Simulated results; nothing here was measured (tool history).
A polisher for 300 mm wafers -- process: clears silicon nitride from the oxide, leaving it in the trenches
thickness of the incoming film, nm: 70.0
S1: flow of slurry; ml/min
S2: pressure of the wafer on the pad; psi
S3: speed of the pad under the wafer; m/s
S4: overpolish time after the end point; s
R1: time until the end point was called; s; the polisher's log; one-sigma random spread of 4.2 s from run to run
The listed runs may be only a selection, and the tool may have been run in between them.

run	hour	S1	S2	S3	S4	R1
1	0.0	130	3.0	0.96	9	90.040
2	2.2	125	2.6	0.86	9	113.900
3	6.9	125	2.6	1.00	9	99.306
4	13.0	120	2.3	0.88	9	128.860
5	21.3	100	2.3	0.88	9	135.820
6	29.1	80	2.3	0.88	9	138.570
7	30.4	80	2.1	0.84	9	161.770

Forecast run 8:
8	31.2	80	1.9	0.82	9	?

{"run 8": {"R1": 180.22}}
